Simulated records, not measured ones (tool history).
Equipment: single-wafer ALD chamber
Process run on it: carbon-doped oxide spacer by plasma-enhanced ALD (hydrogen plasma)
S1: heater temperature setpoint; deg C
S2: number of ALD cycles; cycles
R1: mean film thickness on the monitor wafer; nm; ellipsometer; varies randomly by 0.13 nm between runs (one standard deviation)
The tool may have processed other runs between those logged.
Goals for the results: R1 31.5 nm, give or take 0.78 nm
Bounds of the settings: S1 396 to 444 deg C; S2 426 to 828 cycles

run 1 hour=0 | S1=420 S2=627 | R1=28.378
run 2 hour=6.5 | S1=412 S2=627 | R1=28.954
run 3 hour=9.4 | S1=412 S2=548 | R1=25.402
run 4 hour=17.9 | S1=412 S2=464 | R1=21.407
run 5 hour=21.2 | S1=408 S2=464 | R1=21.578
run 6 hour=30.4 | S1=407 S2=527 | R1=24.727
run 7 hour=39 | S1=405 S2=563 | R1=26.662
run 8 hour=45.5 | S1=403 S2=587 | R1=27.933
run 9 hour=52.9 | S1=402 S2=606 | R1=28.834

Exactly one of the 4 candidate moves below puts every result within its allowed miss. Which one?
run A hour=60.3 | S1=397 S2=654 | R1=?
run B hour=60.3 | S1=406 S2=557 | R1=?
run C hour=60.3 | S1=403 S2=625 | R1=?
run D hour=60.3 | S1=415 S2=644 | R1=?

move=A R1=31.321
move=B R1=26.061
move=C R1=29.479
move=D R1=29.398
A: meets every target
B: the biggest miss grows against the last run
C: closer than the last run, but not yet in spec
D: closer than the last run, but not yet in spec
So the answer is move A, the one that meets all the targets.
